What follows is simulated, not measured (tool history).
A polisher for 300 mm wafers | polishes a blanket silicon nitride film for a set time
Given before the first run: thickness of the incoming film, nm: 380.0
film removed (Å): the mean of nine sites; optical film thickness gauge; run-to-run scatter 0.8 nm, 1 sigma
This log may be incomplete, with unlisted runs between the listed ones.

run  hour  flow of slurry (ml/min)  pressure of the wafer on the pad (kPa)  speed of the pad under the wafer (m/s)  polishing time (s)  film removed (Å)
  1   0.0                      140                                    30.3                                    1.20                  29            807.07
  2   5.2                      150                                    31.7                                    1.20                  29            861.85
  3   7.1                      150                                    31.7                                    1.20                  26            767.14
  4  15.5                      150                                    33.8                                    1.20                  26            821.56
  5  17.7                      150                                    33.8                                    1.04                  26            737.87
  6  22.1                      150                                    33.8                                    1.04                  29            831.00
  7  28.6                      155                                    35.2                                    1.04                  29            866.53
  8  37.5                      160                                    35.9                                    1.04                  29            890.46
  9  38.5                      165                                    36.5                                    1.04                  29            901.82

What does the tool deliver on the next run?
 10  47.2                      165                                    37.2                                    1.04                  29                 ?

film removed (Å): 922.46

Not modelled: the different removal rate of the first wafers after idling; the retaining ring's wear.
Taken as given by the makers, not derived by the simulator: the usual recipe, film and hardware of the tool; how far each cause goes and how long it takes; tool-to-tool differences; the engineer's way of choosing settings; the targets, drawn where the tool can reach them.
